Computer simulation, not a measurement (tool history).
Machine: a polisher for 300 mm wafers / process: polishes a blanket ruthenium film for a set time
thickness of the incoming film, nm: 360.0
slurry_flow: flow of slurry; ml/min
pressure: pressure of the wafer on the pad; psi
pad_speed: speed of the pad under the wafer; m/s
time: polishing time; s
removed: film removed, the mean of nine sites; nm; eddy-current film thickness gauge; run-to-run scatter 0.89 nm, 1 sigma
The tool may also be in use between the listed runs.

run,day,slurry_flow,pressure,pad_speed,time,removed
1,0.000,125,2.3,1.18,49,56.610
2,0.254,125,2.3,1.18,44,50.658
3,0.488,135,2.7,1.22,44,63.214
4,0.642,135,2.7,1.22,49,69.215
5,0.996,135,2.3,1.22,49,59.132
6,1.150,145,2.7,1.22,49,70.300
7,1.458,155,3.0,1.22,49,79.708

Run 8 has not been measured yet. What should we expect?
8,1.546,160,3.2,1.24,49,?

Logged for run 8: removed 86.984 nm.
